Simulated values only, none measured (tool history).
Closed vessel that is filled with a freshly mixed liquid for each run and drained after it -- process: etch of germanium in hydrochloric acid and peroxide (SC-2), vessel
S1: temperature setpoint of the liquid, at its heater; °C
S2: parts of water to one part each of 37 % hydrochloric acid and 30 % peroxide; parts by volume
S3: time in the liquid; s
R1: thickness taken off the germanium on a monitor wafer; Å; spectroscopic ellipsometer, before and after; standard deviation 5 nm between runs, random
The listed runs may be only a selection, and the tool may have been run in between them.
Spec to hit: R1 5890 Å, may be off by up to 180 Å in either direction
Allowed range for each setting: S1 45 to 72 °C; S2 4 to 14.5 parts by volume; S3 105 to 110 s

Run 1, hour 0: S1 61 °C, S2 8 parts by volume, S3 105 s. Result: R1 5352.2 Å.
Run 2, hour 8: S1 61 °C, S2 8 parts by volume, S3 105 s. Result: R1 5383 Å.
Run 3, hour 11.5: S1 61 °C, S2 5 parts by volume, S3 105 s. Result: R1 5524.2 Å.
Run 4, hour 16.5: S1 61 °C, S2 6 parts by volume, S3 105 s. Result: R1 5532.5 Å.
Run 5, hour 18.3: S1 54 °C, S2 6 parts by volume, S3 105 s. Result: R1 4447.1 Å.
Run 6, hour 19.7: S1 51 °C, S2 6 parts by volume, S3 105 s. Result: R1 3943.8 Å.
Run 7, hour 25.5: S1 53.5 °C, S2 6 parts by volume, S3 105 s. Result: R1 4397.7 Å.
Run 8, hour 26.6: S1 61.5 °C, S2 5.5 parts by volume, S3 105 s. Result: R1 5592.5 Å.
Run 9, hour 28.2: S1 62 °C, S2 5.5 parts by volume, S3 105 s. Result: R1 5574.8 Å.

Exactly one of the 4 candidate moves below puts every result within its allowed miss. Which one?
Run A, hour 29.8: S1 59 °C, S2 6 parts by volume, S3 110 s. Result: R1 ?.
Run B, hour 29.8: S1 62 °C, S2 7 parts by volume, S3 105 s. Result: R1 ?.
Run C, hour 29.8: S1 63.5 °C, S2 6.5 parts by volume, S3 105 s. Result: R1 ?.
Run D, hour 29.8: S1 61.5 °C, S2 8.5 parts by volume, S3 105 s. Result: R1 ?.

move      R1
   A  5397.8
   B  5577.4
   C  5853.7
   D  5412.1
A: moves away from the targets compared with the last run
B: no better and no worse than the last run
C: every result lands within tolerance
D: moves away from the targets compared with the last run
The move that meets every target is C.

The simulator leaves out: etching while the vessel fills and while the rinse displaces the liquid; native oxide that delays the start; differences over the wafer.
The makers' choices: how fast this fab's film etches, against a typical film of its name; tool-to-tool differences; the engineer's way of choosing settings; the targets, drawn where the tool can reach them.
